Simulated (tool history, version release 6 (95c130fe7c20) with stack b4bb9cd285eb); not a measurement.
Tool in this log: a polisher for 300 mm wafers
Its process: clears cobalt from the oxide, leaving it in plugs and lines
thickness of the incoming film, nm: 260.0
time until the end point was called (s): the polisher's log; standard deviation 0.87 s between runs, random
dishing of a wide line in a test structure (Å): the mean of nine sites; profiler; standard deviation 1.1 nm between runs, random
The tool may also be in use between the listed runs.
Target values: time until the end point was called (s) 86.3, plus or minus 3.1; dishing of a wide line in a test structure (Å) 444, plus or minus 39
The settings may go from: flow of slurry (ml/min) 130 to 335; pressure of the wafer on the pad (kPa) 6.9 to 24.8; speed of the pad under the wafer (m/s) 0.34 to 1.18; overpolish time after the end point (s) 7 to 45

run,hour,flow of slurry (ml/min),pressure of the wafer on the pad (kPa),speed of the pad under the wafer (m/s),overpolish time after the end point (s),time until the end point was called (s),dishing of a wide line in a test structure (Å)
1,0,215,15.9,0.76,23,55.084,472.1
2,2.8,215,15.9,0.76,29,55.606,473.15
3,3.9,215,18.6,0.76,29,46.455,519.32
4,9.6,215,16.5,0.76,31,52.267,509.1
5,14.7,215,16.5,0.82,31,48.776,552.59
6,19.8,215,14.5,0.82,31,56.698,513.09
7,21.2,215,13.1,0.82,31,61.699,490.69
8,23.8,215,11.7,0.82,32,68.908,471.3
9,25.3,215,11,0.82,33,74.373,470.45

Of the 5 settings listed for the next run, only one would bring every result within its allowed miss of target. Which one?
A,26.8,220,11,0.92,27,?,?
B,26.8,230,13.1,0.64,19,?,?
C,26.8,205,11.7,0.72,28,?,?
D,26.8,225,10.3,0.74,31,?,?
E,26.8,200,11,0.98,19,?,?

move,time until the end point was called (s),dishing of a wide line in a test structure (Å)
A,65.74,459.81
B,78.822,360.66
C,79.445,434.62
D,86.168,438.97
E,62.596,405.37
A: the biggest miss grows against the last run
B: nearer than the last run, and not there yet
C: nearer than the last run, and not there yet
D: hits every target within its allowed miss
E: the biggest miss grows against the last run
So the answer is move D, the one that meets all the targets.
